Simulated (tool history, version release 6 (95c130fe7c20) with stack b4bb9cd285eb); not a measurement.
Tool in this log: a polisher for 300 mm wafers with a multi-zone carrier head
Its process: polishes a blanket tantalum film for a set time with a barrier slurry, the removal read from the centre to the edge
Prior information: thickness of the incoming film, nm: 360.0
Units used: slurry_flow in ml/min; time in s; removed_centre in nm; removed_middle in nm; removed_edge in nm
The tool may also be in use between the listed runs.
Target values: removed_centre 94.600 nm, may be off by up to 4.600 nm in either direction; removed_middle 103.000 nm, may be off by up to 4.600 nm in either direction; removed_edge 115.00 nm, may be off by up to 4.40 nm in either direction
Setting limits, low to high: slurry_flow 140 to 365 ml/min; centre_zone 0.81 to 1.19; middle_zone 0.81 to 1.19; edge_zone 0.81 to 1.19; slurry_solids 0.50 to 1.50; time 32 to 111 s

run  hour  slurry_flow  centre_zone  middle_zone  edge_zone  slurry_solids  time  removed_centre  removed_middle  removed_edge
  1   0.0          235         1.00         1.00       1.00           1.00    71         163.890         147.770        150.39
  2   2.9          235         1.00         1.05       1.00           1.00    71         160.480         153.050        147.68
  3   9.0          235         1.08         1.05       1.00           1.00    71         173.350         155.760        150.91
  4  13.9          235         1.08         1.05       0.95           1.00    71         174.430         152.820        144.98
  5  22.3          230         1.04         1.04       0.98           0.95    69         158.860         144.710        139.81
  6  30.8          230         1.04         1.10       0.98           0.95    69         161.250         156.210        141.59
  7  39.0          225         1.01         1.08       1.01           0.90    67         146.570         141.640        134.49
  8  41.7          220         0.98         1.07       1.04           0.85    67         137.090         139.100        136.65
  9  50.6          220         0.98         1.07       1.04           0.85    67         136.930         141.130        134.47
 10  59.1          215         0.96         1.05       1.05           0.80    67         134.450         132.740        133.44
 11  62.6          210         0.94         1.05       1.07           0.75    66         122.370         128.680        127.11
     69.6  -- centre zone pressure recalibrated
 12  69.6          185         0.84         0.95       1.11           0.55    65          85.885          97.858        109.97
 13  74.8          190         0.85         0.95       1.11           0.55    65          86.584          96.895        109.56
 14  78.7          195         0.86         0.95       1.11           0.55    65          87.839          95.301        108.78
 15  79.7          195         0.86         0.96       1.11           0.55    65          89.360         100.600        110.70
 16  82.2          205         0.87         0.96       1.13           0.55    65          87.947          96.305        108.70

Exercise: of the 5 proposed moves below, exactly one satisfies all targets within the stated allowed misses. Which move is it?
  A  84.7          185         0.91         0.85       1.15           0.65    62               ?               ?             ?
  B  84.7          280         1.05         0.91       1.04           0.80    51               ?               ?             ?
  C  84.7          205         0.84         0.85       1.19           0.55    66               ?               ?             ?
  D  84.7          245         0.94         0.86       1.10           0.65    66               ?               ?             ?
  E  84.7          195         0.90         0.97       1.14           0.55    68               ?               ?             ?

move  removed_centre  removed_middle  removed_edge
   A          95.547          92.499        115.89
   B         105.730          93.070        103.33
   C          87.360          91.542        116.25
   D         109.750         103.330        124.10
   E          95.789         104.460        116.31
A: misses by more than the last run did
B: misses by more than the last run did
C: misses by more than the last run did
D: the worst result of the last run now meets its target, but another is out of spec
E: hits every target within its allowed miss
Go with E: it meets all targets.
